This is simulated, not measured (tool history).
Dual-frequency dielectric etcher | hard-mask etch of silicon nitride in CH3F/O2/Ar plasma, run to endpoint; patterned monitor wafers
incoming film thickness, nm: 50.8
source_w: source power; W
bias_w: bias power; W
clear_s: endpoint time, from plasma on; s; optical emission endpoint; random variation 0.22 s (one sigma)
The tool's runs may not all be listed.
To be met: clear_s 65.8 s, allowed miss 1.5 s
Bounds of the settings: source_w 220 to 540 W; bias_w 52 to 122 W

Run 1, hour 0: source_w 380 W, bias_w 87 W. Result: clear_s 75.471 s.
Run 2, hour 9: source_w 380 W, bias_w 80 W. Result: clear_s 77.719 s.
Run 3, hour 11.4: source_w 420 W, bias_w 80 W. Result: clear_s 74.898 s.
Run 4, hour 16.6: source_w 450 W, bias_w 83 W. Result: clear_s 71.75 s.
Run 5, hour 24.5: source_w 450 W, bias_w 67 W. Result: clear_s 77.808 s.
Run 6, hour 26.4: source_w 480 W, bias_w 72 W. Result: clear_s 73.576 s.
Run 7, hour 30.1: source_w 500 W, bias_w 75 W. Result: clear_s 71.067 s.
Run 8, hour 36.7: source_w 510 W, bias_w 77 W. Result: clear_s 70.003 s.
Run 9, hour 44.7: source_w 520 W, bias_w 79 W. Result: clear_s 68.636 s.
Run 10, hour 51: source_w 530 W, bias_w 80 W. Result: clear_s 67.952 s.

Which of these 5 next moves meets every target?
Run A, hour 57.3: source_w 510 W, bias_w 90 W. Result: clear_s ?.
Run B, hour 57.3: source_w 540 W, bias_w 93 W. Result: clear_s ?.
Run C, hour 57.3: source_w 490 W, bias_w 83 W. Result: clear_s ?.
Run D, hour 57.3: source_w 480 W, bias_w 77 W. Result: clear_s ?.
Run E, hour 57.3: source_w 520 W, bias_w 76 W. Result: clear_s ?.

move  clear_s
   A   65.905
   B   63.568
   C   69.154
   D   71.815
   E   69.833
A: meets every target
B: takes the result that was furthest off past its target
C: further off than the last run
D: further off than the last run
E: further off than the last run
Move A is the one to make.

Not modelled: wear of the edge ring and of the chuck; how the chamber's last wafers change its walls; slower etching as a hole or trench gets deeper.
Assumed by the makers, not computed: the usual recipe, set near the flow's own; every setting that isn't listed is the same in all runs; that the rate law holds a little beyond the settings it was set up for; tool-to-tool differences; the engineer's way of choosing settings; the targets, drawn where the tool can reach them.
